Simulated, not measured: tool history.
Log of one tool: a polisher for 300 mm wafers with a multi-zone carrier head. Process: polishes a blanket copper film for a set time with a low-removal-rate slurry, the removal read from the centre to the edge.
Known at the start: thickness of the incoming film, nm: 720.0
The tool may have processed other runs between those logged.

run	hour	flow of slurry (ml/min)	pressure of the head's centre zone	pressure of the head's middle zone	pressure of the head's edge zone	abrasive content of the slurry	polishing time (s)	film removed at the wafer's centre (angstrom)	film removed at mid-radius (angstrom)	film removed at the wafer's edge (angstrom)
1	0	200	1	1	1	1	31	1266.9	1203.9	1179.3
2	8.7	160	1	1	1	1	31	1213.8	1176.4	1156.6
3	10.2	170	1.03	1.03	1.01	1.1	31	1284	1244.7	1211
4	18.6	185	1.06	1.05	0.99	1.15	31	1374.2	1284.8	1227.7
5	24.4	185	1.06	1.05	0.99	1.15	37	1618.6	1546.2	1464.9
6	32.2	195	1.07	1.06	0.98	1.15	37	1678.7	1596.2	1437.9
7	35.8	205	1.08	1.07	0.98	1.15	37	1690.8	1656.9	1482.2
8	39.7	215	1.09	1.07	0.97	1.15	37	1748.2	1615.8	1481.1

Estimate the outcome of run 9 from the log above:
9	41.3	220	1.1	1.08	0.96	1.15	37	?	?	?

Logged for run 9: film removed at the wafer's centre (angstrom) 1742.6, film removed at mid-radius (angstrom) 1609, film removed at the wafer's edge (angstrom) 1467.5.
